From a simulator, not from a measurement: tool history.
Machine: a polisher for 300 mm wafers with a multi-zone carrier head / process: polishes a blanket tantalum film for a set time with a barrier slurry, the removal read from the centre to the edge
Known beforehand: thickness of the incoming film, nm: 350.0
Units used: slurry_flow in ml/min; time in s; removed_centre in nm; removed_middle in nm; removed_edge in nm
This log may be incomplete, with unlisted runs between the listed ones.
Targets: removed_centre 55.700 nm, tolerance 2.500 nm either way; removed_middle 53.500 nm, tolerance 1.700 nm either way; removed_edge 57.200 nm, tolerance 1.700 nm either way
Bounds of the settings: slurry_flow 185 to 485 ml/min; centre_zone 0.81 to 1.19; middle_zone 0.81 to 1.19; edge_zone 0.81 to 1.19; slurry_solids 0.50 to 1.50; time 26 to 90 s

{"run": 1, "hour": 0.0, "slurry_flow": 310, "centre_zone": 1.0, "middle_zone": 1.0, "edge_zone": 1.0, "slurry_solids": 1.0, "time": 58, "removed_centre": 51.346, "removed_middle": 47.225, "removed_edge": 47.68}
{"run": 2, "hour": 7.7, "slurry_flow": 310, "centre_zone": 1.0, "middle_zone": 1.0, "edge_zone": 0.92, "slurry_solids": 1.0, "time": 58, "removed_centre": 50.539, "removed_middle": 48.383, "removed_edge": 45.677}
{"run": 3, "hour": 8.8, "slurry_flow": 315, "centre_zone": 0.99, "middle_zone": 1.02, "edge_zone": 0.99, "slurry_solids": 1.1, "time": 58, "removed_centre": 52.639, "removed_middle": 50.915, "removed_edge": 48.487}
{"run": 4, "hour": 17.1, "slurry_flow": 320, "centre_zone": 0.97, "middle_zone": 1.01, "edge_zone": 1.05, "slurry_solids": 1.15, "time": 58, "removed_centre": 52.51, "removed_middle": 50.963, "removed_edge": 50.212}
{"run": 5, "hour": 17.8, "slurry_flow": 320, "centre_zone": 0.96, "middle_zone": 1.0, "edge_zone": 1.09, "slurry_solids": 1.2, "time": 59, "removed_centre": 54.659, "removed_middle": 51.901, "removed_edge": 53.689}
{"run": 6, "hour": 19.9, "slurry_flow": 320, "centre_zone": 0.96, "middle_zone": 1.08, "edge_zone": 1.09, "slurry_solids": 1.2, "time": 59, "removed_centre": 55.087, "removed_middle": 55.378, "removed_edge": 52.732}
{"run": 7, "hour": 24.2, "slurry_flow": 320, "centre_zone": 0.95, "middle_zone": 1.06, "edge_zone": 1.12, "slurry_solids": 1.2, "time": 59, "removed_centre": 54.156, "removed_middle": 54.939, "removed_edge": 53.413}
{"run": 8, "hour": 27.0, "slurry_flow": 320, "centre_zone": 0.95, "middle_zone": 1.04, "edge_zone": 1.14, "slurry_solids": 1.2, "time": 59, "removed_centre": 53.356, "removed_middle": 53.177, "removed_edge": 54.314}
{"hour": 31.0, "done": "centre zone pressure recalibrated"}
{"run": 9, "hour": 31.0, "slurry_flow": 325, "centre_zone": 0.96, "middle_zone": 1.04, "edge_zone": 1.16, "slurry_solids": 1.2, "time": 59, "removed_centre": 51.718, "removed_middle": 53.643, "removed_edge": 54.564}
{"run": 10, "hour": 37.0, "slurry_flow": 320, "centre_zone": 0.96, "middle_zone": 1.02, "edge_zone": 1.16, "slurry_solids": 1.25, "time": 59, "removed_centre": 52.022, "removed_middle": 53.206, "removed_edge": 55.877}

Next run, 5 choices. One meets every target within its allowed miss, the rest don't. Which?
{"run": "A", "hour": 43.0, "slurry_flow": 335, "centre_zone": 0.98, "middle_zone": 0.85, "edge_zone": 1.1, "slurry_solids": 1.35, "time": 64, "removed_centre": "?", "removed_middle": "?", "removed_edge": "?"}
{"run": "B", "hour": 43.0, "slurry_flow": 370, "centre_zone": 1.07, "middle_zone": 1.01, "edge_zone": 1.06, "slurry_solids": 1.15, "time": 59, "removed_centre": "?", "removed_middle": "?", "removed_edge": "?"}
{"run": "C", "hour": 43.0, "slurry_flow": 325, "centre_zone": 0.95, "middle_zone": 0.92, "edge_zone": 1.01, "slurry_solids": 1.2, "time": 65, "removed_centre": "?", "removed_middle": "?", "removed_edge": "?"}
{"run": "D", "hour": 43.0, "slurry_flow": 310, "centre_zone": 1.11, "middle_zone": 1.12, "edge_zone": 1.13, "slurry_solids": 1.25, "time": 57, "removed_centre": "?", "removed_middle": "?", "removed_edge": "?"}
{"run": "E", "hour": 43.0, "slurry_flow": 375, "centre_zone": 0.88, "middle_zone": 0.95, "edge_zone": 1.1, "slurry_solids": 1.35, "time": 59, "removed_centre": "?", "removed_middle": "?", "removed_edge": "?"}

move=A removed_centre=58.861 removed_middle=52.018 removed_edge=60.261
move=B removed_centre=56.234 removed_middle=53.459 removed_edge=52.483
move=C removed_centre=56.412 removed_middle=54.518 removed_edge=56.769
move=D removed_centre=56.268 removed_middle=56.791 removed_edge=52.799
move=E removed_centre=50.581 removed_middle=53.137 removed_edge=55.907
A: carries the result that was furthest off beyond its target, to the other side
B: the worst result of the last run now meets its target, but another is out of spec
C: every result lands within tolerance
D: the worst result of the last run now meets its target, but another is out of spec
E: its largest miss is bigger than the last run's
The right move is C.
